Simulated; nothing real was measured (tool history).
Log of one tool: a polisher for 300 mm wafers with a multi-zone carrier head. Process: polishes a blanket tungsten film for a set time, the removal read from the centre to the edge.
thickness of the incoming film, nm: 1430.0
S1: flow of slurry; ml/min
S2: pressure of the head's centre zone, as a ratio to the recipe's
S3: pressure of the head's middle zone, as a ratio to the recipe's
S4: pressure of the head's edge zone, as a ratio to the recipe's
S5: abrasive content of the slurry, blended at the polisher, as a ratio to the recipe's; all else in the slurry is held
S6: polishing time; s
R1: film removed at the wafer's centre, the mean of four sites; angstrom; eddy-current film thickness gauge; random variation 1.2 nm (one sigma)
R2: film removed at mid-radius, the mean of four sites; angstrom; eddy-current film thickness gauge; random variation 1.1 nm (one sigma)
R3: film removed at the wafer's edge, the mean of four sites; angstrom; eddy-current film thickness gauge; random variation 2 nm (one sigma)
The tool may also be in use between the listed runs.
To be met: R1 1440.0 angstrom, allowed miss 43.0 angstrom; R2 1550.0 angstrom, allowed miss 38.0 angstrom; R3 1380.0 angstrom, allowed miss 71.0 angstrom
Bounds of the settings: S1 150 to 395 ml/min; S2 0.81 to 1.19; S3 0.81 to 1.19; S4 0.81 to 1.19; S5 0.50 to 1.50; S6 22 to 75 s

run 1 day=0.000 | S1=250 S2=1.00 S3=1.00 S4=1.00 S5=1.00 S6=48 | R1=2107.7 R2=2128.1 R3=2139.6
run 2 day=0.250 | S1=250 S2=1.00 S3=1.00 S4=1.00 S5=1.00 S6=38 | R1=1662.8 R2=1701.7 R3=1694.7
run 3 day=0.475 | S1=250 S2=0.93 S3=1.00 S4=1.00 S5=1.00 S6=38 | R1=1541.4 R2=1719.8 R3=1699.2
run 4 day=0.500 | S1=185 S2=0.93 S3=1.00 S4=1.00 S5=1.00 S6=38 | R1=1469.4 R2=1624.0 R3=1634.3
run 5 day=0.804 | S1=185 S2=0.85 S3=1.00 S4=1.00 S5=1.00 S6=38 | R1=1374.7 R2=1636.0 R3=1631.0
run 6 day=0.958 | S1=185 S2=0.88 S3=1.01 S4=0.96 S5=0.95 S6=38 | R1=1394.6 R2=1617.8 R3=1577.4
run 7 day=1.246 | S1=185 S2=0.90 S3=1.02 S4=0.93 S5=0.90 S6=38 | R1=1370.7 R2=1617.9 R3=1552.7
run 8 day=1.379 | S1=190 S2=0.94 S3=1.03 S4=0.90 S5=0.85 S6=38 | R1=1406.0 R2=1603.3 R3=1490.3

Which of these 5 next moves meets every target?
run A day=1.512 | S1=200 S2=1.01 S3=1.07 S4=0.87 S5=0.85 S6=35 | R1=? R2=? R3=?
run B day=1.512 | S1=150 S2=0.89 S3=1.01 S4=1.00 S5=0.75 S6=42 | R1=? R2=? R3=?
run C day=1.512 | S1=230 S2=0.97 S3=1.11 S4=0.83 S5=0.75 S6=36 | R1=? R2=? R3=?
run D day=1.512 | S1=160 S2=0.93 S3=1.12 S4=0.89 S5=0.80 S6=37 | R1=? R2=? R3=?
run E day=1.512 | S1=190 S2=0.85 S3=1.05 S4=0.94 S5=0.85 S6=40 | R1=? R2=? R3=?

move=A R1=1423.8 R2=1534.1 R3=1365.9
move=B R1=1368.8 R2=1607.0 R3=1626.3
move=C R1=1384.6 R2=1599.7 R3=1343.8
move=D R1=1304.6 R2=1596.1 R3=1393.4
move=E R1=1355.2 R2=1713.1 R3=1608.7
A: meets every target
B: further off than the last run
C: brings the result that was furthest off to its target, and leaves another outside
D: brings the result that was furthest off to its target, and leaves another outside
E: further off than the last run
Answer: A
